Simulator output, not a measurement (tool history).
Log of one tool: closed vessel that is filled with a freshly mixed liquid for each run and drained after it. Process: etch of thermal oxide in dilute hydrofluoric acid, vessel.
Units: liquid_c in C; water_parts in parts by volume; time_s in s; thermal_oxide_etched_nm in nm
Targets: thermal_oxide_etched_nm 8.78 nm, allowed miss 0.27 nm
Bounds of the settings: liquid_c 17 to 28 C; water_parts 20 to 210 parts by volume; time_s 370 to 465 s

| run | hour | liquid_c | water_parts | time_s | thermal_oxide_etched_nm |
|---|---|---|---|---|---|
| 1 | 0 | 20 | 115 | 465 | 14.883 |
| 2 | 3.5 | 18 | 115 | 465 | 13.753 |
| 3 | 6.5 | 17.5 | 130 | 465 | 11.663 |
| 4 | 8.5 | 17 | 130 | 465 | 11.333 |
| 5 | 15.4 | 17 | 140 | 465 | 10.426 |
| 6 | 19.3 | 17 | 140 | 465 | 10.546 |
| 7 | 24.9 | 17 | 145 | 465 | 10.103 |
| 8 | 28.1 | 17 | 150 | 465 | 9.7207 |
| 9 | 35.6 | 17 | 155 | 465 | 9.432 |
| 10 | 40.3 | 17 | 160 | 465 | 9.1007 |

Which of these 5 next moves meets every target?
| A | 45 | 17.5 | 145 | 430 | ? |
| B | 45 | 17.5 | 150 | 450 | ? |
| C | 45 | 17 | 135 | 370 | ? |
| D | 45 | 18 | 150 | 440 | ? |
| E | 45 | 17 | 140 | 415 | ? |

| move | thermal_oxide_etched_nm |
|---|---|
| A | 9.69 |
| B | 9.757 |
| C | 8.8517 |
| D | 9.7408 |
| E | 9.5291 |
A: further off than the last run
B: further off than the last run
C: meets every target
D: further off than the last run
E: further off than the last run
Answer: C
